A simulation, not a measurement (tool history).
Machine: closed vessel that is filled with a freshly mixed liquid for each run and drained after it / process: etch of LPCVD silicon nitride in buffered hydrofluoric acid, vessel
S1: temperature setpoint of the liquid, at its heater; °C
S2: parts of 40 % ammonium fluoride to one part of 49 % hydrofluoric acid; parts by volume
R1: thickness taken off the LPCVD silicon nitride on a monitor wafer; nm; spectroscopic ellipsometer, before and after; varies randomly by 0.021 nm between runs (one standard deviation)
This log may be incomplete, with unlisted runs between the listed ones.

run 1 hour=0 | S1=20 S2=11 time_in_the_liquid_(s)=545 | R1=5.3918
run 2 hour=1.4 | S1=20 S2=11 time_in_the_liquid_(s)=335 | R1=3.3243
run 3 hour=10.9 | S1=19 S2=12 time_in_the_liquid_(s)=335 | R1=2.8829
run 4 hour=12.6 | S1=18.5 S2=12 time_in_the_liquid_(s)=335 | R1=2.7998
run 5 hour=14.3 | S1=18.5 S2=12 time_in_the_liquid_(s)=335 | R1=2.7671
run 6 hour=20.3 | S1=18.5 S2=12 time_in_the_liquid_(s)=335 | R1=2.7962
run 7 hour=23.2 | S1=18 S2=12.5 time_in_the_liquid_(s)=335 | R1=2.5912

Run 8 comes next. What will it give?
run 8 hour=30.5 | S1=17.5 S2=13 time_in_the_liquid_(s)=335 | R1=?

Logged for run 8: R1 2.4109 nm.
